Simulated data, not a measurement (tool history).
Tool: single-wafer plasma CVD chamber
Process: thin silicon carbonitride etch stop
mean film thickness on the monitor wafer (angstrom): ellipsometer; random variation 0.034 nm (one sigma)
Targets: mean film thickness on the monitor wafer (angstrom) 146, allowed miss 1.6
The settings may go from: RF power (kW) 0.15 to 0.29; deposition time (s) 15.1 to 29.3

run,hour,RF power (kW),deposition time (s),mean film thickness on the monitor wafer (angstrom)
1,0,0.22,22.2,135.45
2,2,0.235,22.3,139.8
3,6.6,0.24,22.3,140.7
4,13.3,0.24,20.7,130.39
5,16.6,0.24,22,138.46
6,24.6,0.25,22,139.49
7,31.1,0.25,22,140.53
8,36.7,0.255,22,141.4
9,41.8,0.26,22,142.22

Which of these 5 next moves meets every target?
A,46.9,0.235,23.4,?
B,46.9,0.25,21.7,?
C,46.9,0.265,23.1,?
D,46.9,0.285,21.1,?
E,46.9,0.225,22.7,?

move,mean film thickness on the monitor wafer (angstrom)
A,146.34
B,138.31
C,149.88
D,139.98
E,140.08
A: meets every target
B: further off than the last run
C: takes the result that was furthest off past its target
D: further off than the last run
E: further off than the last run
Move A is the one to make.
